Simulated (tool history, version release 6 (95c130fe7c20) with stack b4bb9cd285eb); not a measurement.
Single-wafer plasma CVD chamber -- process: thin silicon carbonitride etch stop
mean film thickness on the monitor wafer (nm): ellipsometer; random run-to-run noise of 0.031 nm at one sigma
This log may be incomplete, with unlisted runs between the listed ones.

run	hour	RF power (W)	deposition time (s)	mean film thickness on the monitor wafer (nm)
1	0.0	235	27.7	14.935
2	4.7	235	25.3	13.629
3	11.6	235	27.6	14.848
4	19.0	220	27.6	14.571
5	25.4	195	27.6	14.194
6	30.4	190	27.3	13.913
# hour 31.8: RF generator calibrated
7	31.8	185	27.1	13.908
8	40.5	180	26.8	13.699

Predict the results of run 9:
9	41.1	175	26.5	?

{"run 9": {"mean film thickness on the monitor wafer (nm)": 13.419}}

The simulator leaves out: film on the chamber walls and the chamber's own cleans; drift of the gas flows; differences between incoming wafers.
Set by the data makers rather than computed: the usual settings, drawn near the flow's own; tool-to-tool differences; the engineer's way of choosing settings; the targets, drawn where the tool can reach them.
